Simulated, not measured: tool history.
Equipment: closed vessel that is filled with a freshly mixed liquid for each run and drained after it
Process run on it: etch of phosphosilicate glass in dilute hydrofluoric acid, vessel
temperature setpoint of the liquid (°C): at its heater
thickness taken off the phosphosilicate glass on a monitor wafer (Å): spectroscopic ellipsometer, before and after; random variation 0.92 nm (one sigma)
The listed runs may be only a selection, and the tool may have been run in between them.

run,hour,temperature setpoint of the liquid (°C),parts of water to one part of 49 % hydrofluoric acid (parts by volume),time in the liquid (s),thickness taken off the phosphosilicate glass on a monitor wafer (Å)
1,0,23,50,30,618.83
2,6.9,24,50,30,643.05
3,14.1,25,50,30,668.4
4,20.1,23.5,50,30,643.89
5,23.5,23.5,50,30,627.89
6,27.3,24.5,50,30,654.6
7,31.6,25,50,30,668.11

Run 8 is up next; what results do you expect?
8,34.2,25.5,50,30,?

thickness taken off the phosphosilicate glass on a monitor wafer (Å): 681.7

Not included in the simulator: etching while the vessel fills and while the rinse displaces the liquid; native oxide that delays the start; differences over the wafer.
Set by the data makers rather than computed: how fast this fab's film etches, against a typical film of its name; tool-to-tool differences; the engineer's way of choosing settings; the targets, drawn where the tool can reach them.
